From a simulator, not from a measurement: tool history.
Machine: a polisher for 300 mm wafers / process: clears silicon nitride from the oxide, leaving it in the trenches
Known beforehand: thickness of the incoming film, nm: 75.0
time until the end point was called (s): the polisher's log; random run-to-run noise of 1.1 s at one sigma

run,day,flow of slurry (ml/min),pressure of the wafer on the pad (kPa),speed of the pad under the wafer (cm/s),overpolish time after the end point (s),time until the end point was called (s)
1,0.000,155,14.5,110,14,80.975
2,0.096,155,14.5,130,14,69.245
3,0.454,155,14.5,118,14,76.204
4,0.758,150,13.8,118,14,79.280
5,1.121,150,13.8,118,14,79.137
6,1.238,150,13.1,118,14,83.677
7,1.383,150,12.4,118,14,88.741

What will run 8 give?
8,1.746,150,11.7,118,14,?

Run 8 came out at time until the end point was called (s) 93.376.
